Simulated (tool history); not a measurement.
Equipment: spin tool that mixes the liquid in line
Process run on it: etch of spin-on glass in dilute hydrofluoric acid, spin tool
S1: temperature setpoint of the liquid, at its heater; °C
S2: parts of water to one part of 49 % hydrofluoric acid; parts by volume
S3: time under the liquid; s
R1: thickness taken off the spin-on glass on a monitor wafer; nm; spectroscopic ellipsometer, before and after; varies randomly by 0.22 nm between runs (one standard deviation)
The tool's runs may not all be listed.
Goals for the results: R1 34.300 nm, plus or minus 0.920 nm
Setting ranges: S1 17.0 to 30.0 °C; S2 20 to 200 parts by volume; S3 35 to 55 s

run,day,S1,S2,S3,R1
1,0.000,22.0,110,55,12.874
2,0.133,23.5,95,55,15.941
3,0.217,20.0,95,55,13.867
4,0.529,22.0,85,55,17.047
5,0.608,25.0,85,55,19.272
6,0.679,26.0,80,55,21.396
7,0.946,27.0,75,55,23.992
8,1.288,27.5,70,55,26.088
9,1.596,28.0,65,55,29.089
10,1.858,28.5,65,55,29.566
11,2.096,29.0,65,55,30.327

5 next moves are on the table. One of them brings every result within its allowed miss. Which?
A,2.333,30.0,75,55,?
B,2.333,30.0,60,55,?
C,2.333,30.0,65,55,?
D,2.333,30.0,80,55,?
E,2.333,28.5,70,55,?

move,R1
A,26.692
B,34.121
C,31.260
D,24.841
E,27.184
A: the biggest miss grows against the last run
B: all results land within tolerance of their targets
C: better than the last run, though not everything is in spec
D: the biggest miss grows against the last run
E: the biggest miss grows against the last run
Move B is the one to make.
